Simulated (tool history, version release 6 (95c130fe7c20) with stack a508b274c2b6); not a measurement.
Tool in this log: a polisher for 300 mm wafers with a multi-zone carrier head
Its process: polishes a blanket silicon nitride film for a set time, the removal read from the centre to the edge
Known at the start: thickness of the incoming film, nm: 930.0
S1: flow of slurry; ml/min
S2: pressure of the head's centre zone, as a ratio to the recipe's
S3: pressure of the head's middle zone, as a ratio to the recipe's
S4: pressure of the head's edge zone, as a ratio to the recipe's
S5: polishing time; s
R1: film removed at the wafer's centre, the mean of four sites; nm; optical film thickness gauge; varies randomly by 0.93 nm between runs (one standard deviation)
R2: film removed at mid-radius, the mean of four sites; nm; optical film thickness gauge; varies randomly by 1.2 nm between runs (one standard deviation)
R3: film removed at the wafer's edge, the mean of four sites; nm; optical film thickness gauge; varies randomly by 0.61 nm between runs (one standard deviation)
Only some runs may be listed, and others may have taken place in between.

run,hour,S1,S2,S3,S4,S5,R1,R2,R3
1,0,280,1,1,1,78,112.14,116.04,111.34
2,6,275,1,0.97,0.97,77,110.07,107.93,107.72
3,14.5,275,1,0.97,1.04,77,108.21,110.3,110.67
4,19.2,270,1,0.96,1.01,76,107.49,107.56,107.74
5,21.3,270,1,0.96,1.08,76,106.92,105.77,110.09
6,28.4,265,1.01,0.95,1.05,75,106.53,104.08,107.85
7,35.7,260,1.01,0.94,1.02,74,104.18,102.47,104.86
8,42.2,255,1.02,0.93,1,74,105.66,102.3,103.74
9,48.5,250,1.03,0.92,0.98,74,106.81,99.854,102.88
10,51.9,245,1.03,0.92,0.96,74,106.42,97.249,103.44

Estimate the outcome of run 11 from the log above:
11,55.6,250,1.03,0.92,0.95,73,?,?,?

{"run 11": {"R1": 104.61, "R2": 99.31, "R3": 99.3}}

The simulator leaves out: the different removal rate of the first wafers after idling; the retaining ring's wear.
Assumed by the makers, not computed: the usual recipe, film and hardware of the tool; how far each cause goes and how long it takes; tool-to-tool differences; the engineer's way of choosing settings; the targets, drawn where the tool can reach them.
